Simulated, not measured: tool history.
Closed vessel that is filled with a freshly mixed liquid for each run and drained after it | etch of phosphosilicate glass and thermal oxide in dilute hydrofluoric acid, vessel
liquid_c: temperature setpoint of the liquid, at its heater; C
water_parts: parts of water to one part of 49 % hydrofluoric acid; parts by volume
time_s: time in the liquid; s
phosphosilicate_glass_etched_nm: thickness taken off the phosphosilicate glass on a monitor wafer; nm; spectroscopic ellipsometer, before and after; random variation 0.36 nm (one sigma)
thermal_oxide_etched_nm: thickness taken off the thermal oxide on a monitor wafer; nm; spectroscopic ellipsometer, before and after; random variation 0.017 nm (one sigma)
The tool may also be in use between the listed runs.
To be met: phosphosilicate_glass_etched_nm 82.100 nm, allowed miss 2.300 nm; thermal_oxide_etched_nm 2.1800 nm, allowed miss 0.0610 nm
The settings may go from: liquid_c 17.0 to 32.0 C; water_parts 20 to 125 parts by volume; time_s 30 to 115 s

run	day	liquid_c	water_parts	time_s	phosphosilicate_glass_etched_nm	thermal_oxide_etched_nm
1	0.000	24.0	70	60	161.000	4.3132
2	0.171	23.0	75	60	143.460	3.8384
3	0.529	23.0	55	60	200.830	5.3422
4	0.825	22.5	60	60	180.460	4.7348
5	1.096	22.0	65	60	161.840	4.2793
6	1.150	22.0	65	40	107.900	2.8663
7	1.188	21.5	65	40	104.960	2.8304
8	1.267	21.0	65	40	103.060	2.7117
9	1.500	20.5	65	40	100.920	2.6804
10	1.771	20.0	65	40	99.669	2.6604
11	2.146	19.5	65	40	96.242	2.5262
12	2.196	18.5	65	40	93.016	2.4648
13	2.329	17.5	65	40	89.654	2.3684
14	2.412	17.0	65	40	87.393	2.3261

4 next moves are on the table. One of them brings every result within its allowed miss. Which?
A	2.496	18.0	80	45	?	?
B	2.496	17.0	80	45	?	?
C	2.496	17.0	75	40	?	?
D	2.496	17.0	55	35	?	?

move	phosphosilicate_glass_etched_nm	thermal_oxide_etched_nm
A	81.772	2.1783
B	78.369	2.0876
C	74.706	1.9901
D	91.112	2.4271
A: meets every target
B: takes the result that was furthest off past its target
C: takes the result that was furthest off past its target
D: further off than the last run
The right move is A.

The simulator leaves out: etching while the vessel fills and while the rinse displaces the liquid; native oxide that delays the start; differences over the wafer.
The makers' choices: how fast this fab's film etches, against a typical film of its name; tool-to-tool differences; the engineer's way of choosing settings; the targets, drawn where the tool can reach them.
